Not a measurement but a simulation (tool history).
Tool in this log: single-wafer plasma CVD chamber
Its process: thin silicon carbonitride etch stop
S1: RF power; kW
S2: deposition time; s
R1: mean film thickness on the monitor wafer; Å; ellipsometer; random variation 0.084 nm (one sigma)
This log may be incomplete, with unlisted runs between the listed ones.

{"run": 1, "hour": 0.0, "S1": 0.26, "S2": 22.7, "R1": 148.72}
{"run": 2, "hour": 5.8, "S1": 0.26, "S2": 20.3, "R1": 133.05}
{"run": 3, "hour": 11.0, "S1": 0.26, "S2": 17, "R1": 111.5}
{"run": 4, "hour": 17.1, "S1": 0.27, "S2": 18.3, "R1": 121.16}
{"run": 5, "hour": 18.5, "S1": 0.27, "S2": 15.5, "R1": 102.21}
{"run": 6, "hour": 20.8, "S1": 0.27, "S2": 15.4, "R1": 100.45}
{"run": 7, "hour": 25.6, "S1": 0.275, "S2": 17.1, "R1": 113.2}
{"run": 8, "hour": 33.0, "S1": 0.285, "S2": 18.3, "R1": 122.47}
{"run": 9, "hour": 41.9, "S1": 0.295, "S2": 19.3, "R1": 130.23}
{"run": 10, "hour": 44.5, "S1": 0.3, "S2": 20.1, "R1": 135}

The next listed run, before its measurement:
{"run": 11, "hour": 45.8, "S1": 0.305, "S2": 20.9, "R1": "?"}

{"run 11": {"R1": 141.49}}

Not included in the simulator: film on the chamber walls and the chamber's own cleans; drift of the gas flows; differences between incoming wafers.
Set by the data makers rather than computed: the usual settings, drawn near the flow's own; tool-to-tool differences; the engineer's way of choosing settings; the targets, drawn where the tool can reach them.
